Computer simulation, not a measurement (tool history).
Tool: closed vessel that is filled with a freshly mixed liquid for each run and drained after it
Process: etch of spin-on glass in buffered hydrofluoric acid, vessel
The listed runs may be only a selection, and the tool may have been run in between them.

run    day  temperature setpoint of the liquid (K)  parts of 40 % ammonium fluoride to one part of 49 % hydrofluoric acid (parts by volume)  time in the liquid (s)  thickness taken off the spin-on glass on a monitor wafer (Å)
  1      0                                  296.15                                                                                     13.5                      35                                                        798.92
  2  0.221                                  293.15                                                                                     13.5                      35                                                        660.84
  3  0.312                                  293.15                                                                                     13.5                      30                                                         559.8
  4  0.621                                  293.15                                                                                       12                      30                                                        653.34
  5  0.688                                  292.65                                                                                     12.5                      30                                                        600.13
  6  0.946                                  295.15                                                                                     12.5                      30                                                        685.22
  7  1.171                                  294.15                                                                                       13                      30                                                        621.55

Expected results for the next run?
  8  1.4                                  293.15                                                                                       13                      30                                                             ?

Run 8 gave thickness taken off the spin-on glass on a monitor wafer (Å) 601.15.
